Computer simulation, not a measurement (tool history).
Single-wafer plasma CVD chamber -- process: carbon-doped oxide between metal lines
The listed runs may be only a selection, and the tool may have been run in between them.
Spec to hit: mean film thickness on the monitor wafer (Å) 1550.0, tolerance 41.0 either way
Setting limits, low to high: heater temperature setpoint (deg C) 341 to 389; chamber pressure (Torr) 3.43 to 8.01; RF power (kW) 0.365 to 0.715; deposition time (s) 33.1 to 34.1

run	day	heater temperature setpoint (deg C)	chamber pressure (Torr)	RF power (kW)	deposition time (s)	mean film thickness on the monitor wafer (Å)
1	0.000	365	5.72	0.540	33.1	1823.4
2	0.171	365	6.72	0.540	33.1	1840.4
3	0.483	365	6.72	0.475	33.1	1723.9
4	0.800	375	6.72	0.475	33.1	1682.0
5	0.938	375	6.72	0.475	34.1	1753.3
6	1.104	375	6.26	0.475	34.1	1730.9
7	1.325	375	6.22	0.460	34.0	1691.6
8	1.479	375	6.17	0.450	34.0	1674.3
9	1.758	375	6.13	0.440	34.0	1662.6
10	2.017	375	6.13	0.440	34.0	1652.9
11	2.154	375	6.09	0.430	34.0	1629.8
12	2.288	375	6.05	0.425	34.0	1620.3
13	2.638	375	6.02	0.420	34.0	1606.9

5 next moves are on the table. One of them brings every result within its allowed miss. Which?
A	2.988	382	5.64	0.395	33.1	?
B	2.988	374	5.72	0.425	34.1	?
C	2.988	378	5.99	0.395	33.9	?
D	2.988	384	5.77	0.385	33.5	?
E	2.988	376	6.03	0.430	34.1	?

move	mean film thickness on the monitor wafer (Å)
A	1478.4
B	1615.2
C	1534.5
D	1472.6
E	1628.8
A: takes the biggest miss from the last run beyond its target
B: the biggest miss grows against the last run
C: meets every target
D: takes the biggest miss from the last run beyond its target
E: the biggest miss grows against the last run
Go with C: it meets all targets.
